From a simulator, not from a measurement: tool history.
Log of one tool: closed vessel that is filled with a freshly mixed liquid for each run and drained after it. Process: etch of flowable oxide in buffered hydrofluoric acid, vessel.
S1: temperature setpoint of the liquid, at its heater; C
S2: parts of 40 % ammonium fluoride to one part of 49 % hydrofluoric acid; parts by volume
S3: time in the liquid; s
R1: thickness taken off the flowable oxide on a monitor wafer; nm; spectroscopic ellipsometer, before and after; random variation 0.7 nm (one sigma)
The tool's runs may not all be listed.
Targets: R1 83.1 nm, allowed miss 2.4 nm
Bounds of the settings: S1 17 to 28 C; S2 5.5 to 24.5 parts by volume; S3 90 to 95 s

run  hour    S1    S2  S3      R1
  1     0    20    15  90  134.62
  2   4.4  19.5    16  90  123.09
  3   9.4    19    17  90  112.62
  4  13.1  18.5  17.5  90  106.63
  5  17.8    18    18  90  100.59
  6  21.9    18  18.5  90  97.304
  7  24.7    18    19  90  94.706
  8  30.8    18  19.5  90  92.391
  9  38.3  17.5    20  90   89.32

Which of these 4 next moves meets every target?
  A  45.8  17.5  21.5  95   ?
  B  45.8    17  22.5  95   ?
  C  45.8    17  19.5  95   ?
  D  45.8    17    19  95   ?

move      R1
   A  87.948
   B  82.862
   C  92.157
   D  94.554
A: nearer than the last run, and not there yet
B: meets every target
C: further off than the last run
D: further off than the last run
Answer: B
